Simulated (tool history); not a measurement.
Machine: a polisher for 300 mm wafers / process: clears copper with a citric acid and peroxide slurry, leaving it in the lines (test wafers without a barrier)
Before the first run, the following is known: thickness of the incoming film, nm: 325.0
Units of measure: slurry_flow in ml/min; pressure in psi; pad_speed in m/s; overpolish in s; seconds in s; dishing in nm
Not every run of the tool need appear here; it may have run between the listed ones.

run	hour	slurry_flow	pressure	pad_speed	slurry_solids	overpolish	seconds	dishing
1	0	280	2.1	1.38	1	17	201.19	19.958
2	8.4	280	2.1	1.38	1	21	200.65	22.015
3	12.1	335	2.1	1.38	1	21	193.9	23.058
4	17.2	335	1.7	1.38	1	21	233.95	19.515
5	22.6	335	2.1	1.42	1	21	180.66	23.597
6	29.1	335	2.1	1.42	1	17	185.56	19.968
# hour 29.7: slurry blender recalibrated
7	29.7	325	2.4	1.46	1	19	150.53	25.347

For run 8, what comes out?
8	36.8	320	2.6	1.46	1	20	?	?

Run 8 yielded seconds 142.24 s, dishing 26.969 nm.

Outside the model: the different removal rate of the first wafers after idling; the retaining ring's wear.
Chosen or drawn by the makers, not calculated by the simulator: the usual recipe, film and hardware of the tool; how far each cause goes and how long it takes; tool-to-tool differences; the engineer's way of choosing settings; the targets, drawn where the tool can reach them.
